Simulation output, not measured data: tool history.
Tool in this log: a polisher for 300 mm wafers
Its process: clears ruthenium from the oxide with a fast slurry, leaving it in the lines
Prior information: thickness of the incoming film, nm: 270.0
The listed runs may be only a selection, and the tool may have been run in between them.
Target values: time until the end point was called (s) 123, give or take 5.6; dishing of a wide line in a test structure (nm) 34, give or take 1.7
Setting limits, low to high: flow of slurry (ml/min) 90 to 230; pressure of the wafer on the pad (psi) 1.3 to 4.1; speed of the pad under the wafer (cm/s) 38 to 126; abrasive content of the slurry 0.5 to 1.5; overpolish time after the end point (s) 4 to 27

| run | hour | flow of slurry (ml/min) | pressure of the wafer on the pad (psi) | speed of the pad under the wafer (cm/s) | abrasive content of the slurry | overpolish time after the end point (s) | time until the end point was called (s) | dishing of a wide line in a test structure (nm) |
|---|---|---|---|---|---|---|---|---|
| 1 | 0 | 150 | 2.7 | 82 | 1 | 14 | 87.951 | 35.883 |
| 2 | 8.9 | 145 | 2.5 | 82 | 1 | 15 | 93.474 | 35.088 |
| 3 | 15.8 | 145 | 2.5 | 90 | 1 | 15 | 85.972 | 38.24 |
| 4 | 19.9 | 145 | 3.1 | 90 | 1 | 15 | 69.72 | 45.18 |
| 5 | 26.3 | 145 | 3.1 | 80 | 1 | 15 | 77.943 | 40.977 |
| 6 | 33.6 | 145 | 3.1 | 80 | 1 | 19 | 77.23 | 50.075 |
| 7 | 39.8 | 130 | 2.4 | 78 | 1 | 20 | 104.95 | 41.24 |
| 8 | 43.2 | 130 | 2.3 | 78 | 1 | 20 | 109.28 | 40.002 |

Exactly one of the 4 candidate moves below puts every result within its allowed miss. Which one?
| A | 46.6 | 135 | 2.7 | 84 | 1.05 | 14 | ? | ? |
| B | 46.6 | 130 | 2.5 | 70 | 1.3 | 14 | ? | ? |
| C | 46.6 | 150 | 2.1 | 68 | 1.25 | 19 | ? | ? |
| D | 46.6 | 150 | 2.3 | 60 | 1.2 | 17 | ? | ? |

| move | time until the end point was called (s) | dishing of a wide line in a test structure (nm) |
|---|---|---|
| A | 84.858 | 36.881 |
| B | 101.31 | 31.503 |
| C | 121.96 | 35.061 |
| D | 127.94 | 30.411 |
A: its largest miss is bigger than the last run's
B: the result that was furthest off in the last run now lies on the other side of its target
C: hits every target within its allowed miss
D: the result that was furthest off in the last run now lies on the other side of its target
C meets every target.
